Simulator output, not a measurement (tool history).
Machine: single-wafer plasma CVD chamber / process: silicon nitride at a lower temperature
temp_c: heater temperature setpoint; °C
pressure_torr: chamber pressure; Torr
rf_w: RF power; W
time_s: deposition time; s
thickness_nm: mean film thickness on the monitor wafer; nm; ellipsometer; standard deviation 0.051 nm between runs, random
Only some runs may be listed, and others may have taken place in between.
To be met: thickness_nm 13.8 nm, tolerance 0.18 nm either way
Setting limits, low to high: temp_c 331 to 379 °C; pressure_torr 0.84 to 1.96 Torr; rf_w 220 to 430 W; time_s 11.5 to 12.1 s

Run 1, day 0: temp_c 355 °C, pressure_torr 1.4 Torr, rf_w 325 W, time_s 12.1 s. Result: thickness_nm 14.738 nm.
Run 2, day 0.212: temp_c 355 °C, pressure_torr 1.32 Torr, rf_w 325 W, time_s 12.1 s. Result: thickness_nm 14.531 nm.
Run 3, day 0.404: temp_c 355 °C, pressure_torr 1.32 Torr, rf_w 370 W, time_s 12.1 s. Result: thickness_nm 16.158 nm.
Run 4, day 0.579: temp_c 355 °C, pressure_torr 1.2 Torr, rf_w 360 W, time_s 12.1 s. Result: thickness_nm 15.315 nm.
Run 5, day 0.762: temp_c 355 °C, pressure_torr 1.1 Torr, rf_w 355 W, time_s 12.1 s. Result: thickness_nm 14.857 nm.
Run 6, day 1.017: temp_c 362 °C, pressure_torr 1.1 Torr, rf_w 355 W, time_s 12.1 s. Result: thickness_nm 14.703 nm.
Run 7, day 1.2: temp_c 362 °C, pressure_torr 1.1 Torr, rf_w 355 W, time_s 12.1 s. Result: thickness_nm 14.641 nm.
Run 8, day 1.517: temp_c 362 °C, pressure_torr 0.84 Torr, rf_w 350 W, time_s 12.1 s. Result: thickness_nm 13.341 nm.
Run 9, day 1.704: temp_c 362 °C, pressure_torr 0.87 Torr, rf_w 350 W, time_s 12.1 s. Result: thickness_nm 13.495 nm.
Run 10, day 1.867: temp_c 362 °C, pressure_torr 0.89 Torr, rf_w 350 W, time_s 12.1 s. Result: thickness_nm 13.593 nm.

Which one of the following 4 next-run settings gets every result inside its allowed miss? There is exactly one.
Run A, day 2.029: temp_c 361 °C, pressure_torr 0.84 Torr, rf_w 370 W, time_s 12 s. Result: thickness_nm ?.
Run B, day 2.029: temp_c 354 °C, pressure_torr 0.88 Torr, rf_w 355 W, time_s 11.8 s. Result: thickness_nm ?.
Run C, day 2.029: temp_c 379 °C, pressure_torr 1.15 Torr, rf_w 345 W, time_s 11.9 s. Result: thickness_nm ?.
Run D, day 2.029: temp_c 363 °C, pressure_torr 0.88 Torr, rf_w 370 W, time_s 12.1 s. Result: thickness_nm ?.

move  thickness_nm
   A        13.718
   B        13.308
   C        14.117
   D        14.041
A: all results land within tolerance of their targets
B: lands further from the targets than the last run did
C: the result that was furthest off in the last run now lies on the other side of its target
D: the result that was furthest off in the last run now lies on the other side of its target
So the answer is move A, the one that meets all the targets.
